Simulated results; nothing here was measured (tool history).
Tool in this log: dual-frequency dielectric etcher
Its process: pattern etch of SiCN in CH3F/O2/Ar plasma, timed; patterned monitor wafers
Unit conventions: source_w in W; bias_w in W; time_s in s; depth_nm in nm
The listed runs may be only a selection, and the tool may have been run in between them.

run  hour  source_w  bias_w  time_s  depth_nm
  1     0       550     101    43.5    20.129
  2   7.4       550     101    40.5    18.661
  3    13       470     101    40.5    17.556
  4  15.3       470     101    43.5    18.821
  5  18.7       430      97    43.5    17.909
  6  26.1       470      97    43.5    18.674
  7  32.9       430      94      43    17.354
  8    39       410      93      43    17.059
  9  45.4       410      93      43    17.045

Expected results for the next run?
 10    51       400      93      43         ?

For run 10 the tool returned depth_nm 16.974 nm.
